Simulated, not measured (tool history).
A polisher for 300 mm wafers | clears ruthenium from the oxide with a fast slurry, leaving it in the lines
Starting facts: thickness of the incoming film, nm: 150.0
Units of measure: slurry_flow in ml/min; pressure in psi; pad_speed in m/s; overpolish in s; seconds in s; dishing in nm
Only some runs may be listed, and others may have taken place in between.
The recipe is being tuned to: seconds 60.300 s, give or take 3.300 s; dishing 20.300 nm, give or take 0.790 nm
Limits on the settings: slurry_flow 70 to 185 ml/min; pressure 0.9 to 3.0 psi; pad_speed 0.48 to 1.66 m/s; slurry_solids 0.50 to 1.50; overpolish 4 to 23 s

run,hour,slurry_flow,pressure,pad_speed,slurry_solids,overpolish,seconds,dishing
1,0.0,120,1.9,1.06,1.00,12,41.655,21.181
2,6.3,120,1.8,1.06,1.00,13,43.838,21.794
3,14.8,120,1.7,1.06,1.00,13,46.596,21.133
4,17.0,120,1.6,1.06,1.00,13,49.513,19.951
5,20.5,120,1.6,0.84,1.00,13,60.718,18.119
6,21.6,120,1.4,0.84,1.00,13,70.290,16.628
7,23.2,120,1.4,0.84,1.00,14,70.845,17.353
8,27.0,125,1.5,0.84,1.00,15,66.039,19.009

4 candidate next runs follow, results not yet known. Just one meets every target within its allowed miss. Identify it.
A,30.8,125,1.7,0.66,1.10,23,?,?
B,30.8,135,1.3,0.88,1.00,22,?,?
C,30.8,130,1.5,0.92,1.00,16,?,?
D,30.8,110,1.6,0.90,0.95,12,?,?

move,seconds,dishing
A,70.829,22.275
B,70.717,21.874
C,59.520,20.450
D,60.459,17.334
A: further off than the last run
B: further off than the last run
C: meets every target
D: puts the biggest miss on target and leaves a different result outside tolerance
C is the move that brings every result within its allowed miss.

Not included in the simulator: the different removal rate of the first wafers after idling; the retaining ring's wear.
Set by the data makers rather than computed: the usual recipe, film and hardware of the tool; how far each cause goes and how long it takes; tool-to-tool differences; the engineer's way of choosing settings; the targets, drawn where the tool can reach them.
